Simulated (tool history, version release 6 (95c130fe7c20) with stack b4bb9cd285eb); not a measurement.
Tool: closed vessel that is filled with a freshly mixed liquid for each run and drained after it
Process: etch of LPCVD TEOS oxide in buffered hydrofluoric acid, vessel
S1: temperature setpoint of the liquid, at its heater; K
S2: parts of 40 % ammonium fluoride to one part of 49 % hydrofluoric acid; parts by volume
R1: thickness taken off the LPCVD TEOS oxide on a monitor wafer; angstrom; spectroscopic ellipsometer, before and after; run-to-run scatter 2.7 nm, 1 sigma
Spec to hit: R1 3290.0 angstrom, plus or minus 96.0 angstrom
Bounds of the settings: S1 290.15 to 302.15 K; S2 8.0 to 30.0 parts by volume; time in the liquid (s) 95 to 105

run 1 hour=0.0 | S1=294.15 S2=21.5 time_in_the_liquid_(s)=95 | R1=2255.7
run 2 hour=4.8 | S1=295.65 S2=21.5 time_in_the_liquid_(s)=95 | R1=2390.5
run 3 hour=13.0 | S1=297.15 S2=21.0 time_in_the_liquid_(s)=95 | R1=2673.1
run 4 hour=21.5 | S1=298.15 S2=21.0 time_in_the_liquid_(s)=95 | R1=2801.3
run 5 hour=26.8 | S1=298.65 S2=21.0 time_in_the_liquid_(s)=95 | R1=2893.4
run 6 hour=31.7 | S1=298.65 S2=21.0 time_in_the_liquid_(s)=95 | R1=2914.8
run 7 hour=32.7 | S1=299.15 S2=21.0 time_in_the_liquid_(s)=95 | R1=2990.7
-- hour=33.3 thermometer replaced
run 8 hour=33.3 | S1=299.65 S2=21.0 time_in_the_liquid_(s)=95 | R1=2754.9
run 9 hour=39.5 | S1=299.65 S2=21.0 time_in_the_liquid_(s)=95 | R1=2742.9
run 10 hour=44.8 | S1=300.15 S2=20.5 time_in_the_liquid_(s)=95 | R1=2837.7
run 11 hour=50.5 | S1=300.65 S2=19.5 time_in_the_liquid_(s)=95 | R1=3055.2

Exactly one of the 4 candidate moves below puts every result within its allowed miss. Which one?
run A hour=56.2 | S1=302.15 S2=27.5 time_in_the_liquid_(s)=100 | R1=?
run B hour=56.2 | S1=298.15 S2=17.5 time_in_the_liquid_(s)=105 | R1=?
run C hour=56.2 | S1=300.65 S2=22.0 time_in_the_liquid_(s)=105 | R1=?
run D hour=56.2 | S1=301.65 S2=20.0 time_in_the_liquid_(s)=105 | R1=?

move=A R1=2737.1
move=B R1=3287.6
move=C R1=3090.0
move=D R1=3479.5
A: moves away from the targets compared with the last run
B: all results land within tolerance of their targets
C: moves toward the targets from the last run without getting all of them in spec
D: moves the result that the last run missed by most past its target, out the other side
So the answer is move B, the one that meets all the targets.
